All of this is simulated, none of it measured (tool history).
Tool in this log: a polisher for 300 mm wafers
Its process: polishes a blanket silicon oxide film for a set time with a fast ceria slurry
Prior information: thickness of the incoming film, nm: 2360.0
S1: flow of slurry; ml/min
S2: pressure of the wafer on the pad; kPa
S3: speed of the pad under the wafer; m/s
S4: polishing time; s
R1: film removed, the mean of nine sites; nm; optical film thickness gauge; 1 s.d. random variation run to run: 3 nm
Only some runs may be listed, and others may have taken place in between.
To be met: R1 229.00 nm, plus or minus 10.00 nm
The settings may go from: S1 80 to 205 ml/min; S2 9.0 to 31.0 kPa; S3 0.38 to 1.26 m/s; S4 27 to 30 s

run 1 hour=0.0 | S1=135 S2=20.0 S3=0.82 S4=30 | R1=351.97
run 2 hour=3.8 | S1=135 S2=19.3 S3=0.82 S4=30 | R1=343.04
run 3 hour=11.6 | S1=135 S2=21.4 S3=0.82 S4=30 | R1=374.80
run 4 hour=16.4 | S1=135 S2=20.0 S3=0.82 S4=30 | R1=357.92
-- hour=23.6 head pressure recalibrated
run 5 hour=23.6 | S1=115 S2=20.0 S3=0.82 S4=30 | R1=318.67
run 6 hour=27.5 | S1=110 S2=19.3 S3=0.82 S4=30 | R1=311.10
run 7 hour=34.3 | S1=110 S2=18.6 S3=0.82 S4=30 | R1=303.47
run 8 hour=38.6 | S1=110 S2=17.9 S3=0.82 S4=30 | R1=293.88
run 9 hour=40.9 | S1=110 S2=17.2 S3=0.82 S4=30 | R1=277.69
run 10 hour=46.4 | S1=95 S2=15.9 S3=0.82 S4=30 | R1=255.25
run 11 hour=50.9 | S1=95 S2=13.1 S3=0.82 S4=30 | R1=209.09

4 next moves are on the table. One of them brings every result within its allowed miss. Which?
run A hour=55.4 | S1=80 S2=13.1 S3=0.82 S4=30 | R1=?
run B hour=55.4 | S1=125 S2=13.8 S3=0.68 S4=28 | R1=?
run C hour=55.4 | S1=110 S2=14.5 S3=0.78 S4=30 | R1=?
run D hour=55.4 | S1=85 S2=13.1 S3=0.68 S4=30 | R1=?

move=A R1=203.45
move=B R1=187.94
move=C R1=227.02
move=D R1=181.09
A: further off than the last run
B: further off than the last run
C: all results land within tolerance of their targets
D: further off than the last run
C meets every target.
